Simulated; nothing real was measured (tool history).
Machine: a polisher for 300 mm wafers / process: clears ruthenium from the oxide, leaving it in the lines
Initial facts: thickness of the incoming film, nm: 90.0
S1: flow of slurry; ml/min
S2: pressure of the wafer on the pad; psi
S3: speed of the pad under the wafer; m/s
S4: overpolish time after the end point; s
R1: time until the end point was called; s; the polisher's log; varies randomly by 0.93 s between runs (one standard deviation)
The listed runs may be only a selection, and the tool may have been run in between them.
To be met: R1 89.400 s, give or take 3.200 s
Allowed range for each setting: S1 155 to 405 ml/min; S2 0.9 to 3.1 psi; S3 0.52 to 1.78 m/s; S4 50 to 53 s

run  hour   S1   S2    S3  S4      R1
  1   0.0  260  2.0  1.14  50  67.301
  2   0.7  260  2.0  0.90  50  84.576
  3   1.5  260  2.0  1.00  50  74.597
  4   4.4  260  2.2  1.00  50  70.184
  5   6.4  260  2.1  1.00  50  72.465
  6  13.3  260  2.1  1.00  53  72.263
  7  20.5  260  2.0  1.00  53  76.057
  8  21.3  260  1.9  1.00  53  80.892
  9  23.1  260  1.8  1.00  53  85.049

Which single option among these 5 for the next run brings every result within its allowed miss of target? Just one does.
  A  24.9  280  1.8  1.02  53   ?
  B  24.9  265  1.8  1.04  53   ?
  C  24.9  230  1.8  1.14  53   ?
  D  24.9  245  2.0  0.80  53   ?
  E  24.9  255  1.5  1.14  53   ?

move      R1
   A  81.215
   B  80.440
   C  75.543
   D  94.827
   E  88.324
A: misses by more than the last run did
B: misses by more than the last run did
C: misses by more than the last run did
D: carries the result that was furthest off beyond its target, to the other side
E: hits every target within its allowed miss
Answer: E

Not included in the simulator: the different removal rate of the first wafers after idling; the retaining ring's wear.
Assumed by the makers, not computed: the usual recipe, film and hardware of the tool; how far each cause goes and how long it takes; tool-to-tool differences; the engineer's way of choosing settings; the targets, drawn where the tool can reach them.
